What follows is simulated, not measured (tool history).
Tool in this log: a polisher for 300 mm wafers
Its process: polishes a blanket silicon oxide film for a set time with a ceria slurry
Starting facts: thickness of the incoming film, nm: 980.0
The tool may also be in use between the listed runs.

run,hour,flow of slurry (ml/min),pressure of the wafer on the pad (kPa),speed of the pad under the wafer (m/s),polishing time (s),film removed (nm)
1,0.0,305,20.7,1.08,94,380.18
2,7.2,255,20.7,1.08,94,360.43
3,11.6,255,16.5,1.08,94,296.65
4,18.3,255,20.0,1.08,94,366.79
5,19.1,290,20.0,1.08,94,361.20
6,26.4,290,18.6,1.04,94,323.35

Estimate the outcome of run 7 from the log above:
7,32.9,290,17.2,1.02,94,?

film removed (nm): 298.55
